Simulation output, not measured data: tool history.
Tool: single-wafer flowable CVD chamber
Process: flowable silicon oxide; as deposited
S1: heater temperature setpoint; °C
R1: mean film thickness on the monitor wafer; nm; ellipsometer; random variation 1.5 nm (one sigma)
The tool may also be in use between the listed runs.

{"run": 1, "hour": 0.0, "S1": 95, "chamber pressure (mTorr)": 600, "RF power (W)": 2570, "deposition time (s)": 540, "R1": 282.41}
{"run": 2, "hour": 5.3, "S1": 95, "chamber pressure (mTorr)": 493, "RF power (W)": 2570, "deposition time (s)": 540, "R1": 234.86}
{"run": 3, "hour": 9.8, "S1": 91, "chamber pressure (mTorr)": 493, "RF power (W)": 2570, "deposition time (s)": 540, "R1": 273.49}
{"run": 4, "hour": 10.6, "S1": 91, "chamber pressure (mTorr)": 493, "RF power (W)": 2570, "deposition time (s)": 540, "R1": 271.76}
{"run": 5, "hour": 19.3, "S1": 89, "chamber pressure (mTorr)": 493, "RF power (W)": 2570, "deposition time (s)": 540, "R1": 291.99}
{"run": 6, "hour": 25.8, "S1": 87, "chamber pressure (mTorr)": 493, "RF power (W)": 2570, "deposition time (s)": 540, "R1": 312.47}

Run 7 comes next. What will it give?
{"run": 7, "hour": 34.2, "S1": 86, "chamber pressure (mTorr)": 493, "RF power (W)": 2570, "deposition time (s)": 540, "R1": "?"}

R1: 327.08 nm
